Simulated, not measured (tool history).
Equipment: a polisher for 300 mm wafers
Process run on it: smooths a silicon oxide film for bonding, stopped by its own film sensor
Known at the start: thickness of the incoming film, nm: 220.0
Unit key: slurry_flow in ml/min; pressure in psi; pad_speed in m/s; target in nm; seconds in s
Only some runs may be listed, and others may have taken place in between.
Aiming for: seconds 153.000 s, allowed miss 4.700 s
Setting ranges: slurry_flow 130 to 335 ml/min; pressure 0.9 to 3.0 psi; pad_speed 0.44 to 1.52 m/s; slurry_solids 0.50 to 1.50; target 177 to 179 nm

run 1 day=0.000 | slurry_flow=215 pressure=1.9 pad_speed=0.98 slurry_solids=1.00 target=179 | seconds=59.383
run 2 day=0.288 | slurry_flow=215 pressure=1.9 pad_speed=0.98 slurry_solids=0.90 target=179 | seconds=61.794
run 3 day=0.600 | slurry_flow=195 pressure=1.9 pad_speed=0.98 slurry_solids=0.90 target=179 | seconds=62.479
run 4 day=0.688 | slurry_flow=195 pressure=1.8 pad_speed=0.92 slurry_solids=0.90 target=179 | seconds=68.507
run 5 day=0.708 | slurry_flow=195 pressure=1.7 pad_speed=0.86 slurry_solids=0.90 target=179 | seconds=77.241
run 6 day=0.788 | slurry_flow=195 pressure=1.7 pad_speed=0.86 slurry_solids=0.75 target=179 | seconds=81.089
run 7 day=0.879 | slurry_flow=195 pressure=1.6 pad_speed=0.84 slurry_solids=0.75 target=179 | seconds=88.923
-- day=1.208 head pressure recalibrated
run 8 day=1.208 | slurry_flow=195 pressure=1.5 pad_speed=0.82 slurry_solids=0.75 target=179 | seconds=103.300
run 9 day=1.321 | slurry_flow=195 pressure=1.5 pad_speed=0.82 slurry_solids=0.75 target=179 | seconds=102.490
run 10 day=1.371 | slurry_flow=195 pressure=1.4 pad_speed=0.82 slurry_solids=0.75 target=179 | seconds=111.020
run 11 day=1.404 | slurry_flow=195 pressure=1.2 pad_speed=0.82 slurry_solids=0.75 target=179 | seconds=128.460
run 12 day=1.725 | slurry_flow=195 pressure=1.1 pad_speed=0.82 slurry_solids=0.75 target=179 | seconds=140.370

Next run, 5 choices. One meets every target within its allowed miss, the rest don't. Which?
run A day=2.046 | slurry_flow=250 pressure=1.3 pad_speed=0.74 slurry_solids=0.85 target=177 | seconds=?
run B day=2.046 | slurry_flow=190 pressure=1.2 pad_speed=0.76 slurry_solids=0.80 target=178 | seconds=?
run C day=2.046 | slurry_flow=185 pressure=0.9 pad_speed=0.76 slurry_solids=1.20 target=179 | seconds=?
run D day=2.046 | slurry_flow=130 pressure=1.6 pad_speed=0.70 slurry_solids=0.85 target=177 | seconds=?
run E day=2.046 | slurry_flow=200 pressure=1.3 pad_speed=0.82 slurry_solids=0.65 target=179 | seconds=?

move=A seconds=124.020
move=B seconds=135.360
move=C seconds=152.070
move=D seconds=115.770
move=E seconds=123.780
A: moves away from the targets compared with the last run
B: moves away from the targets compared with the last run
C: in spec on every target
D: moves away from the targets compared with the last run
E: moves away from the targets compared with the last run
The move that meets every target is C.
